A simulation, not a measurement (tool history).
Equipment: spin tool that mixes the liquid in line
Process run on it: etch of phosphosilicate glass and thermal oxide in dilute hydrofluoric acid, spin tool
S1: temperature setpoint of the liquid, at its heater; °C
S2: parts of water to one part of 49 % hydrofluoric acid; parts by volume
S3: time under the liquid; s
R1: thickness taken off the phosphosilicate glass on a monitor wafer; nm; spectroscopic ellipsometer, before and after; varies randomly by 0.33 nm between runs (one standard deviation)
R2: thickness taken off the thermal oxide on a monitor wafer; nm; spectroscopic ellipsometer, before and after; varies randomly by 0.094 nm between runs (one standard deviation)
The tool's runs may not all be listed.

| run | hour | S1 | S2 | S3 | R1 | R2 |
|---|---|---|---|---|---|---|
| 1 | 0 | 22 | 225 | 30 | 15.834 | 0.574 |
| 2 | 8.6 | 22 | 225 | 20 | 10.405 | 0.32482 |
| 3 | 14.5 | 19.5 | 225 | 20 | 9.544 | 0.31483 |
| 4 | 16.8 | 22.5 | 225 | 20 | 10.798 | 0.36342 |
| 5 | 25.3 | 22.5 | 225 | 15 | 8.1253 | 0.29413 |
| 6 | 31.2 | 26 | 225 | 15 | 9.1163 | 0.29655 |
| 7 | 40 | 27 | 180 | 20 | 16.748 | 0.53492 |
| 8 | 48.6 | 27.5 | 150 | 20 | 21.162 | 0.65847 |
| 9 | 51.8 | 28 | 130 | 20 | 25.544 | 0.75304 |
| 10 | 59.4 | 28.5 | 115 | 20 | 29.92 | 0.98457 |
| 11 | 66.6 | 29 | 105 | 20 | 33.673 | 1.119 |
| 12 | 71.2 | 29 | 100 | 20 | 35.882 | 1.2575 |
| 13 | 74.1 | 30 | 80 | 20 | 48.175 | 1.8046 |
| 14 | 75 | 29 | 80 | 20 | 46.005 | 1.7379 |
| 15 | 79.7 | 29.5 | 85 | 20 | 43.268 | 1.4285 |

Forecast run 16:
| 16 | 86.9 | 29.5 | 85 | 20 | ? | ? |

{"run 16": {"R1": 43.788, "R2": 1.4812}}

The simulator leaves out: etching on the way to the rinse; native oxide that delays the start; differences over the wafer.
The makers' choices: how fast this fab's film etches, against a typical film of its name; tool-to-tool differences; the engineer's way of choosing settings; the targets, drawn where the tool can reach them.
